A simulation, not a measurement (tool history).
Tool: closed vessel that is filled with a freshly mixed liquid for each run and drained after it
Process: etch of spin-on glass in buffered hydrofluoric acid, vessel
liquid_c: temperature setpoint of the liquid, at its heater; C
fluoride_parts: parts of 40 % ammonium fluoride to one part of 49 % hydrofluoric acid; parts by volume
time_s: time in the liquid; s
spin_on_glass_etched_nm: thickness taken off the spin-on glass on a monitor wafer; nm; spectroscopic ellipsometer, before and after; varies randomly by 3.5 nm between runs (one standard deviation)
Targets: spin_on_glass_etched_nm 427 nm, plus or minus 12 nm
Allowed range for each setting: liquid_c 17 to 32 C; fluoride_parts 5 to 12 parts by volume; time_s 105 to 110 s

run	hour	liquid_c	fluoride_parts	time_s	spin_on_glass_etched_nm
1	0	25	7	105	321.38
2	8.8	25	7	105	317.44
3	16.6	26.5	7	105	346.67
4	24.1	27	7	105	353.42
5	27.2	27	7	110	376.51
6	28.8	27	8	110	329.44
# hour 35.3: hydrofluoric acid flow meter replaced
7	35.3	27.5	8	110	313.08
8	43.2	28	8	110	323.09
9	47.6	28.5	8	110	329.09
10	51.3	29	8	110	341.18
11	58.9	29.5	8	110	350.52
12	64.1	30	8	110	353.32
13	67.6	31	7.5	110	402.06

Next run, 5 choices. One meets every target within its allowed miss, the rest don't. Which?
A	71.1	30.5	7.5	105	?
B	71.1	30	6	105	?
C	71.1	26.5	5	110	?
D	71.1	29.5	7	110	?
E	71.1	30	6.5	105	?

move	spin_on_glass_etched_nm
A	378.06
B	453.32
C	460.36
D	404.87
E	423.04
A: its largest miss is bigger than the last run's
B: takes the biggest miss from the last run beyond its target
C: takes the biggest miss from the last run beyond its target
D: gains on the last run, yet a result remains outside its allowed miss
E: all results in spec
The right move is E.
